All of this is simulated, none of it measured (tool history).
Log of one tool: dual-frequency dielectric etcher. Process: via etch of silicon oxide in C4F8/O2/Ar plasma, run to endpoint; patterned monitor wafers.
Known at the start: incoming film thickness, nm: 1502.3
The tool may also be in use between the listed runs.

Run 1, hour 0.0: source power (kW) 2.050, bias power (kW) 1.789. Result: endpoint time (s) 292.34.
Run 2, hour 6.6: source power (kW) 2.050, bias power (kW) 1.638. Result: endpoint time (s) 304.51.
Run 3, hour 10.2: source power (kW) 1.970, bias power (kW) 1.630. Result: endpoint time (s) 306.95.
Run 4, hour 12.4: source power (kW) 1.890, bias power (kW) 1.619. Result: endpoint time (s) 312.75.
Run 5, hour 18.9: source power (kW) 1.830, bias power (kW) 1.612. Result: endpoint time (s) 317.27.
Run 6, hour 26.5: source power (kW) 1.830, bias power (kW) 1.872. Result: endpoint time (s) 302.96.
Run 7, hour 28.3: source power (kW) 1.740, bias power (kW) 1.862. Result: endpoint time (s) 308.60.

Forecast run 8:
Run 8, hour 32.1: source power (kW) 1.370, bias power (kW) 1.810. Result: endpoint time (s) ?.

{"run 8": {"endpoint time (s)": 340.38}}

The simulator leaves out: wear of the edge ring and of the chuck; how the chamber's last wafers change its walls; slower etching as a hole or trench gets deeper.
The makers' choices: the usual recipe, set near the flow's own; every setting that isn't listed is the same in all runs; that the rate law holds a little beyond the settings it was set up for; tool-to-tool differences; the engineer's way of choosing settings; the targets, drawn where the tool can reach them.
